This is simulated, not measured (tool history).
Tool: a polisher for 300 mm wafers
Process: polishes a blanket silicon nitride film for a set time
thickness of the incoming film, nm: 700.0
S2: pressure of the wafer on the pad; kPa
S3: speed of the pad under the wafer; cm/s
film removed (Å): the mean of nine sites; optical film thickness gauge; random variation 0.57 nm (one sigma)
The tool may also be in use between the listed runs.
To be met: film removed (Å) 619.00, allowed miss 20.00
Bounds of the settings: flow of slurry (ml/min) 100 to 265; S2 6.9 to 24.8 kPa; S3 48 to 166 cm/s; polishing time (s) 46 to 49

{"run": 1, "hour": 0.0, "flow of slurry (ml/min)": 170, "S2": 15.9, "S3": 106, "polishing time (s)": 46, "film removed (Å)": 497.38}
{"run": 2, "hour": 1.9, "flow of slurry (ml/min)": 175, "S2": 16.5, "S3": 106, "polishing time (s)": 46, "film removed (Å)": 525.16}
{"run": 3, "hour": 7.8, "flow of slurry (ml/min)": 175, "S2": 16.5, "S3": 106, "polishing time (s)": 49, "film removed (Å)": 553.06}
{"run": 4, "hour": 14.9, "flow of slurry (ml/min)": 175, "S2": 16.5, "S3": 106, "polishing time (s)": 49, "film removed (Å)": 539.54}
{"run": 5, "hour": 23.4, "flow of slurry (ml/min)": 175, "S2": 16.5, "S3": 106, "polishing time (s)": 46, "film removed (Å)": 522.43}
{"run": 6, "hour": 26.2, "flow of slurry (ml/min)": 180, "S2": 17.2, "S3": 106, "polishing time (s)": 46, "film removed (Å)": 535.42}
{"run": 7, "hour": 27.5, "flow of slurry (ml/min)": 180, "S2": 17.9, "S3": 106, "polishing time (s)": 46, "film removed (Å)": 556.07}
{"run": 8, "hour": 34.0, "flow of slurry (ml/min)": 200, "S2": 19.3, "S3": 106, "polishing time (s)": 46, "film removed (Å)": 574.11}

5 next moves are on the table. One of them brings every result within its allowed miss. Which?
{"run": "A", "hour": 40.5, "flow of slurry (ml/min)": 205, "S2": 22.8, "S3": 90, "polishing time (s)": 46, "film removed (Å)": "?"}
{"run": "B", "hour": 40.5, "flow of slurry (ml/min)": 185, "S2": 18.6, "S3": 98, "polishing time (s)": 46, "film removed (Å)": "?"}
{"run": "C", "hour": 40.5, "flow of slurry (ml/min)": 210, "S2": 19.3, "S3": 104, "polishing time (s)": 46, "film removed (Å)": "?"}
{"run": "D", "hour": 40.5, "flow of slurry (ml/min)": 175, "S2": 17.9, "S3": 120, "polishing time (s)": 47, "film removed (Å)": "?"}
{"run": "E", "hour": 40.5, "flow of slurry (ml/min)": 180, "S2": 17.9, "S3": 110, "polishing time (s)": 48, "film removed (Å)": "?"}

move=A film_removed_(Å)=569.93
move=B film_removed_(Å)=524.13
move=C film_removed_(Å)=571.28
move=D film_removed_(Å)=610.00
move=E film_removed_(Å)=582.97
A: further off than the last run
B: further off than the last run
C: further off than the last run
D: meets every target
E: nearer than the last run, and not there yet
Move D is the one to make.
